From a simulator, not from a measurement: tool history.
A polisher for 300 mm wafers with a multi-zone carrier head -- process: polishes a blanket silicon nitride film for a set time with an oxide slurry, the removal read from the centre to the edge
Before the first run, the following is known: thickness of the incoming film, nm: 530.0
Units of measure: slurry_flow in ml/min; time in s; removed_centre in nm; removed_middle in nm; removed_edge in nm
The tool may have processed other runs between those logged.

Run 1, hour 0.0: slurry_flow 195 ml/min, centre_zone 1.00, middle_zone 1.00, edge_zone 1.00, slurry_solids 1.00, time 40 s. Result: removed_centre 38.177 nm, removed_middle 38.628 nm, removed_edge 36.171 nm.
Run 2, hour 2.7: slurry_flow 195 ml/min, centre_zone 1.00, middle_zone 0.96, edge_zone 1.00, slurry_solids 1.00, time 40 s. Result: removed_centre 37.378 nm, removed_middle 37.484 nm, removed_edge 36.229 nm.
Run 3, hour 8.8: slurry_flow 180 ml/min, centre_zone 0.94, middle_zone 0.98, edge_zone 0.94, slurry_solids 1.00, time 40 s. Result: removed_centre 35.321 nm, removed_middle 37.814 nm, removed_edge 35.057 nm.
Run 4, hour 9.5: slurry_flow 170 ml/min, centre_zone 0.90, middle_zone 1.00, edge_zone 0.90, slurry_solids 0.95, time 40 s. Result: removed_centre 32.046 nm, removed_middle 36.568 nm, removed_edge 32.890 nm.
Run 5, hour 10.9: slurry_flow 130 ml/min, centre_zone 0.90, middle_zone 1.00, edge_zone 0.90, slurry_solids 0.95, time 40 s. Result: removed_centre 31.154 nm, removed_middle 35.395 nm, removed_edge 31.676 nm.
Run 6, hour 12.2: slurry_flow 130 ml/min, centre_zone 0.90, middle_zone 1.00, edge_zone 0.86, slurry_solids 0.95, time 40 s. Result: removed_centre 30.494 nm, removed_middle 35.520 nm, removed_edge 31.522 nm.
Run 7, hour 15.5: slurry_flow 135 ml/min, centre_zone 0.89, middle_zone 1.01, edge_zone 0.85, slurry_solids 0.95, time 40 s. Result: removed_centre 30.775 nm, removed_middle 35.989 nm, removed_edge 31.334 nm.

What does the tool deliver on the next run?
Run 8, hour 18.4: slurry_flow 135 ml/min, centre_zone 0.87, middle_zone 1.02, edge_zone 0.85, slurry_solids 0.95, time 40 s. Result: removed_centre ?, removed_middle ?, removed_edge ?.

removed_centre: 29.000 nm
removed_middle: 35.752 nm
removed_edge: 31.443 nm

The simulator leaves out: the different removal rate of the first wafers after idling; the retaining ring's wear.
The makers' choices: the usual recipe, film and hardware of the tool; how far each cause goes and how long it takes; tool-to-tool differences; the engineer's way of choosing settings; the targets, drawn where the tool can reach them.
